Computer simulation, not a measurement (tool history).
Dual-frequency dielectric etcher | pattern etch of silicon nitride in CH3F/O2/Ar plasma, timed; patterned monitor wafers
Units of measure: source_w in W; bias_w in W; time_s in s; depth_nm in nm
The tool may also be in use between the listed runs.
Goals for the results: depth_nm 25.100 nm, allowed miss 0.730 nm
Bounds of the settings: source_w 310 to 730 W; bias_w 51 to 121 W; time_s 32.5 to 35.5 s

run  hour  source_w  bias_w  time_s  depth_nm
  1   0.0       520      86    35.5    30.191
  2   2.8       520      72    35.5    29.006
  3   7.2       570      72    35.5    30.260
  4  11.8       570      61    35.5    29.503
  5  18.8       570      61    35.5    29.067
  6  19.4       530      58    35.5    28.144
  7  23.5       530      58    35.5    27.788
  8  26.6       500      56    35.5    27.042
  9  28.3       480      55    35.5    26.214
 10  35.2       470      54    35.5    25.925

4 candidate next runs follow, results not yet known. Just one meets every target within its allowed miss. Identify it.
  A  42.1       410      71    35.5         ?
  B  42.1       500      58    35.5         ?
  C  42.1       530      59    34.0         ?
  D  42.1       510      53    35.5         ?

move  depth_nm
   A    25.502
   B    27.189
   C    26.940
   D    26.984
A: hits every target within its allowed miss
B: the biggest miss grows against the last run
C: the biggest miss grows against the last run
D: the biggest miss grows against the last run
So the answer is move A, the one that meets all the targets.

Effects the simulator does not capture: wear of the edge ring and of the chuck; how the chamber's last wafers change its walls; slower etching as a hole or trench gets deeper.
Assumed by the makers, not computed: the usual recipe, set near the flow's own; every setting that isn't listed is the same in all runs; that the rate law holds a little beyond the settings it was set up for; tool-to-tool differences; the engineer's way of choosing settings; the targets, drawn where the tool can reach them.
